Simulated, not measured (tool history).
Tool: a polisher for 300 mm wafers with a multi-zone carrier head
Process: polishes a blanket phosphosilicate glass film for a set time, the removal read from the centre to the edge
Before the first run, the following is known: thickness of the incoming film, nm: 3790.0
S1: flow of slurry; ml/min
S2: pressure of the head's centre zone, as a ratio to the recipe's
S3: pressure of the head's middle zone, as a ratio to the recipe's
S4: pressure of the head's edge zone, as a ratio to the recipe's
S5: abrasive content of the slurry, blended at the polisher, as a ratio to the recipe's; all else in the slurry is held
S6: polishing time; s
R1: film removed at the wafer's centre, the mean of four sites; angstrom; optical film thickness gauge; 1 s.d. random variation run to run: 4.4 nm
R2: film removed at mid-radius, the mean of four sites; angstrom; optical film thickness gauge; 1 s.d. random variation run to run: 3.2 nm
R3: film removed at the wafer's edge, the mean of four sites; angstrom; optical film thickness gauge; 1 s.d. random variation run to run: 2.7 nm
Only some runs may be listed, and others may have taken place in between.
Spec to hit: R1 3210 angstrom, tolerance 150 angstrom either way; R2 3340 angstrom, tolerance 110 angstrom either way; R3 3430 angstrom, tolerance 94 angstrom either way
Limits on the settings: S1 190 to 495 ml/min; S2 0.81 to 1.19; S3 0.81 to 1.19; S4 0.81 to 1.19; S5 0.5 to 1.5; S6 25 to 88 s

run,hour,S1,S2,S3,S4,S5,S6,R1,R2,R3
1,0,320,1,1,1,1,56,5497.6,5480.3,5567.7
2,7.7,355,1,1,1,1,56,5687.1,5570.4,5628.7
3,14.4,355,1,1,1,1,49,4853.8,4844.3,4885.6
4,23.1,355,0.99,0.99,0.98,0.95,49,4769.1,4621.2,4731
5,24,350,0.97,0.99,0.96,0.9,49,4487.9,4441.2,4530.8
6,24.7,345,0.95,0.99,0.94,0.85,49,4279.5,4398.6,4324.9
7,33.3,340,0.93,0.97,0.93,0.8,49,4047.7,4212.3,4195.4
8,41.6,325,0.87,0.87,0.83,0.55,48,3023.1,3052,3096.2
9,44.4,365,0.89,0.93,0.93,0.55,48,3171.9,3282.8,3323

Exactly one of the 4 candidate moves below puts every result within its allowed miss. Which one?
A,47.2,355,0.95,0.98,0.88,0.5,50,?,?,?
B,47.2,370,0.9,1,0.88,0.55,47,?,?,?
C,47.2,350,0.88,0.92,0.89,0.55,50,?,?,?
D,47.2,315,0.94,0.93,0.99,0.6,45,?,?,?

move,R1,R2,R3
A,3340.8,3300.6,3217.1
B,3172.5,3365.9,3221
C,3279.9,3323.1,3435.2
D,3290.7,3149.4,3400.4
A: moves away from the targets compared with the last run
B: moves away from the targets compared with the last run
C: all results land within tolerance of their targets
D: brings the last run's worst result on target, with another outside its allowed miss
Correct choice: C, which meets every target

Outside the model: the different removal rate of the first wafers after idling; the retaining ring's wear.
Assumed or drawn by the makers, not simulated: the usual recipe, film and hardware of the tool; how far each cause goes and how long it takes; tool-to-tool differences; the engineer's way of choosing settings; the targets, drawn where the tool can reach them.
